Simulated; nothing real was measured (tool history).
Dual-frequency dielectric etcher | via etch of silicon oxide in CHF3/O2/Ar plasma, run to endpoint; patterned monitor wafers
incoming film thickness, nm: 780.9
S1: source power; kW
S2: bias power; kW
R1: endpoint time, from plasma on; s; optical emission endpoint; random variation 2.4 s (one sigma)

Run 1, hour 0: S1 0.59 kW, S2 0.143 kW. Result: R1 458.39 s.
Run 2, hour 5.1: S1 0.55 kW, S2 0.143 kW. Result: R1 476 s.
Run 3, hour 13.7: S1 0.55 kW, S2 0.119 kW. Result: R1 497.34 s.
Run 4, hour 16.1: S1 0.6 kW, S2 0.123 kW. Result: R1 473.57 s.
Run 5, hour 18.2: S1 0.53 kW, S2 0.123 kW. Result: R1 507.25 s.
Run 6, hour 26.8: S1 0.64 kW, S2 0.123 kW. Result: R1 454.77 s.
Run 7, hour 32: S1 0.64 kW, S2 0.123 kW. Result: R1 454.67 s.
Run 8, hour 34.4: S1 0.67 kW, S2 0.124 kW. Result: R1 446.34 s.
Run 9, hour 37.1: S1 0.69 kW, S2 0.125 kW. Result: R1 434.47 s.

Run 10 comes next. What will it give?
Run 10, hour 38.3: S1 0.71 kW, S2 0.126 kW. Result: R1 ?.

R1: 432.07 s

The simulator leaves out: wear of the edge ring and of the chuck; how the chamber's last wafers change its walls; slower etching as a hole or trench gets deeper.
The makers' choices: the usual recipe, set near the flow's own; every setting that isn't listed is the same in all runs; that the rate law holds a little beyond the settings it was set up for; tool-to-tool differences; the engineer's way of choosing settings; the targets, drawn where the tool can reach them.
